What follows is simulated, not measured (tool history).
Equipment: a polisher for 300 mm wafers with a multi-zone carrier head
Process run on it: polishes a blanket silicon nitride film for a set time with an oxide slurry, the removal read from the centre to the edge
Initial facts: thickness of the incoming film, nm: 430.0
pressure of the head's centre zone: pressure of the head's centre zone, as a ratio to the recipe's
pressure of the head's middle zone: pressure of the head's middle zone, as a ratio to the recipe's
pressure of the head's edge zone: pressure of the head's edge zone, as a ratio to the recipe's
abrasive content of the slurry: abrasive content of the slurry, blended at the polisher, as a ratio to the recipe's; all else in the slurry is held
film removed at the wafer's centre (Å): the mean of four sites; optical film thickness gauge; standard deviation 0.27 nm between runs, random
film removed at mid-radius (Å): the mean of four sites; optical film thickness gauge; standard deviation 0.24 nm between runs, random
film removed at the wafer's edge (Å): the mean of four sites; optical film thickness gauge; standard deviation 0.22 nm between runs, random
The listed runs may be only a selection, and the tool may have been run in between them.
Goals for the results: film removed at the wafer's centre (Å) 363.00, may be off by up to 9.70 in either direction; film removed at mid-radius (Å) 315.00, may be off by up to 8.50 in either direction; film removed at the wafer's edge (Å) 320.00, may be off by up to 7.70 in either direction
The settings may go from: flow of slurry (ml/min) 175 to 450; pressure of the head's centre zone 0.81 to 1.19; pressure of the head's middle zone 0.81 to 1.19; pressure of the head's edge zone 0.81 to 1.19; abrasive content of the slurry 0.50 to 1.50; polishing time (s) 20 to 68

run	hour	flow of slurry (ml/min)	pressure of the head's centre zone	pressure of the head's middle zone	pressure of the head's edge zone	abrasive content of the slurry	polishing time (s)	film removed at the wafer's centre (Å)	film removed at mid-radius (Å)	film removed at the wafer's edge (Å)
1	0.0	290	1.00	1.00	1.00	1.00	44	260.38	261.83	259.27
2	8.6	310	1.06	1.02	1.05	1.10	44	288.31	279.11	277.02
3	10.2	310	1.09	1.02	1.05	1.10	44	296.20	278.87	275.71
4	13.3	310	1.09	1.02	1.13	1.10	44	297.83	278.92	287.94
5	15.7	310	1.09	1.06	1.13	1.10	44	296.51	290.04	287.40
6	16.4	330	1.12	1.05	1.14	1.15	44	315.42	292.05	294.94
7	23.3	335	1.14	1.06	1.15	1.20	44	326.90	299.83	301.78
8	26.3	345	1.16	1.06	1.16	1.25	44	331.46	304.95	302.36
9	34.8	340	1.19	1.00	1.14	1.45	45	370.66	311.92	328.50

4 candidate next runs follow, results not yet known. Just one meets every target within its allowed miss. Identify it.
A	43.3	340	1.19	1.03	1.11	1.50	44	?	?	?
B	43.3	340	1.19	1.01	1.13	1.40	47	?	?	?
C	43.3	300	1.11	0.96	1.12	1.30	49	?	?	?
D	43.3	385	1.13	0.95	1.12	1.50	47	?	?	?

move	film removed at the wafer's centre (Å)	film removed at mid-radius (Å)	film removed at the wafer's edge (Å)
A	364.65	319.30	321.05
B	380.58	327.80	338.28
C	357.36	315.35	339.18
D	375.32	322.13	347.76
A: each result inside its tolerance
B: lands further from the targets than the last run did
C: lands further from the targets than the last run did
D: lands further from the targets than the last run did
Go with A: it meets all targets.
